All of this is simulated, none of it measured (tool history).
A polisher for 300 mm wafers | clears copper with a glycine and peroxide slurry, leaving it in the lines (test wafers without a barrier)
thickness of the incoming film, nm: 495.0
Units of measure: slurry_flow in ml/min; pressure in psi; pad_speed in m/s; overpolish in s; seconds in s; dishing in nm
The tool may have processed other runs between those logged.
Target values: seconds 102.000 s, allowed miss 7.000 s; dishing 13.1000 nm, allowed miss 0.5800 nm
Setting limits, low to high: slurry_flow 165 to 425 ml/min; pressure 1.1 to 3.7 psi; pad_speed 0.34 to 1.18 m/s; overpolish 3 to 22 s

run,day,slurry_flow,pressure,pad_speed,overpolish,seconds,dishing
1,0.000,275,2.4,0.76,11,118.450,29.3560
2,0.171,300,2.4,0.76,11,120.260,29.5270
3,0.329,300,2.4,0.84,11,111.690,31.8950
4,0.696,255,2.7,0.70,8,118.410,22.5590
5,0.792,255,2.7,0.70,3,119.540,8.7033
6,1.017,255,2.7,0.70,3,117.590,8.8860
7,1.108,255,2.7,0.70,3,116.860,8.8457
8,1.162,250,2.9,0.68,3,111.480,9.0741
9,1.246,240,2.9,0.70,4,111.470,12.1880
10,1.612,235,3.0,0.70,4,109.940,12.5330

Which one of the following 5 next-run settings gets every result inside its allowed miss? There is exactly one.
A,1.979,270,3.6,0.72,3,?,?
B,1.979,195,2.9,0.66,5,?,?
C,1.979,345,3.1,0.88,3,?,?
D,1.979,255,2.8,0.80,4,?,?
E,1.979,300,2.8,0.66,5,?,?

move,seconds,dishing
A,88.141,11.2520
B,116.230,14.0790
C,82.735,11.9340
D,99.666,13.1500
E,113.880,14.3510
A: carries the result that was furthest off beyond its target, to the other side
B: moves away from the targets compared with the last run
C: carries the result that was furthest off beyond its target, to the other side
D: in spec on every target
E: moves away from the targets compared with the last run
The right move is D.
